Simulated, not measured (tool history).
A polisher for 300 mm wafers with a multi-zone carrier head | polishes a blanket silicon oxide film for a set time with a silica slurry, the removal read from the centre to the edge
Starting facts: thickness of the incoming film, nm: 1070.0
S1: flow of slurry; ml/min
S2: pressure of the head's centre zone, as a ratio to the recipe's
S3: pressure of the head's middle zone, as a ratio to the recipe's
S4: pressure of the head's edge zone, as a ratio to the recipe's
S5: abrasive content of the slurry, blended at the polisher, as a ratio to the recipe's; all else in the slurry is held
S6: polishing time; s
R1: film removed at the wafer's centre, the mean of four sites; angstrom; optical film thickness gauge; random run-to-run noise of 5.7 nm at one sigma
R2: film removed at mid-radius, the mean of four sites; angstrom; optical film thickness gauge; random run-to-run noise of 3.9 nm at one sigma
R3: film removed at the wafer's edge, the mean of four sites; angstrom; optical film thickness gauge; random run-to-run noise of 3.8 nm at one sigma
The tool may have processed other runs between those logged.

run,hour,S1,S2,S3,S4,S5,S6,R1,R2,R3
1,0,240,1,1,1,1,64,3735.2,3684.6,3717.2
2,5.1,240,1,1,0.94,1,64,3675,3746.8,3705.3
3,7.3,245,1.01,1.01,0.95,1.1,64,3848.7,4029.4,3932.4
4,8.6,255,1.04,1.02,0.97,1.15,64,4100.3,4076.3,4008.6
5,17.2,255,1.04,0.95,0.97,1.15,64,4170,3879.2,3979.2
6,21.2,255,1.1,0.95,0.97,1.15,64,4346.4,3866.7,3950.2
7,29.6,265,1.09,0.98,0.99,1.2,64,4466.3,4046.8,4107.9
8,35.5,265,1.09,0.98,0.99,1.2,64,4462.2,4040.2,4149.7

Run 9, settings as shown, results not yet in. Your forecast:
9,42.3,275,1.09,1.01,1,1.2,64,?,?,?

Run 9 produced R1 4483.1 angstrom, R2 4228.4 angstrom, R3 4131.5 angstrom.
